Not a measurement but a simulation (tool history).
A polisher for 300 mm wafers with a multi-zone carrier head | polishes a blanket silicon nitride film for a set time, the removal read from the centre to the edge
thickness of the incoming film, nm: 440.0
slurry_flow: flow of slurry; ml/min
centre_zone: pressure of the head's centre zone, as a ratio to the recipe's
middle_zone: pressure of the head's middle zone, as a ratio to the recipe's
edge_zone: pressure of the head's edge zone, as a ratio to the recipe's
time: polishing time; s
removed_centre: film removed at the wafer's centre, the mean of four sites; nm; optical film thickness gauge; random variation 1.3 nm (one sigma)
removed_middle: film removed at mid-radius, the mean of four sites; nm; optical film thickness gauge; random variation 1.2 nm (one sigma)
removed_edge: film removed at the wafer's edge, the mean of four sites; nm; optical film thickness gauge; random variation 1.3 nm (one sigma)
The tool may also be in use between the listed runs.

run	hour	slurry_flow	centre_zone	middle_zone	edge_zone	time	removed_centre	removed_middle	removed_edge
1	0.0	230	1.00	1.00	1.00	64	112.63	112.44	118.09
2	8.7	235	1.02	1.00	1.02	64	113.48	114.01	120.88
3	12.3	235	1.02	1.00	1.10	64	115.18	113.78	124.02
4	16.5	235	1.02	1.00	1.02	64	113.76	113.97	120.85
5	19.3	255	1.02	1.00	1.02	64	116.98	115.41	122.29
6	28.0	230	1.02	1.00	1.02	64	113.47	111.57	119.56
7	29.7	295	1.12	0.94	1.12	66	131.24	110.63	131.83
8	37.0	295	1.12	0.94	1.12	66	133.61	115.13	131.60
9	39.1	300	1.13	0.94	1.12	66	134.85	112.75	132.18
10	43.8	305	1.14	0.94	1.12	66	135.09	113.98	132.61
11	50.3	305	1.15	0.94	1.11	66	136.73	114.04	133.32

Run 12 comes next. What will it give?
12	55.1	310	1.15	0.94	1.10	66	?	?	?

{"run 12": {"removed_centre": 138.25, "removed_middle": 114.22, "removed_edge": 131.91}}
